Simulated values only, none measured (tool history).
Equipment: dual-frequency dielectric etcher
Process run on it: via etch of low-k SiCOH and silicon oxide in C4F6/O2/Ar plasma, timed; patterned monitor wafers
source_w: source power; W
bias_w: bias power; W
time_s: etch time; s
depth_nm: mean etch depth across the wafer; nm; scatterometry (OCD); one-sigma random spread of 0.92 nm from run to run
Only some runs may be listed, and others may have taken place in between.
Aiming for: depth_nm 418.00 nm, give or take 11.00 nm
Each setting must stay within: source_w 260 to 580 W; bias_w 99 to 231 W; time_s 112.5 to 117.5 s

run,hour,source_w,bias_w,time_s,depth_nm
1,0.0,420,165,112.5,326.95
2,6.1,440,173,113.0,343.93
3,10.8,440,173,117.5,357.23
4,16.3,440,173,117.5,358.45
5,18.6,460,177,117.5,369.95
6,27.6,480,179,117.5,380.19
7,36.4,490,181,117.5,385.02
8,42.2,500,182,117.5,389.43
9,43.3,510,183,117.5,394.53

Which single option among these 4 for the next run brings every result within its allowed miss of target? Just one does.
A,44.4,570,192,114.5,?
B,44.4,470,201,115.5,?
C,44.4,480,185,113.5,?
D,44.4,540,181,115.5,?

move,depth_nm
A,413.57
B,388.52
C,371.39
D,395.97
A: all results in spec
B: its largest miss is bigger than the last run's
C: its largest miss is bigger than the last run's
D: nearer than the last run, and not there yet
Move A is the one to make.
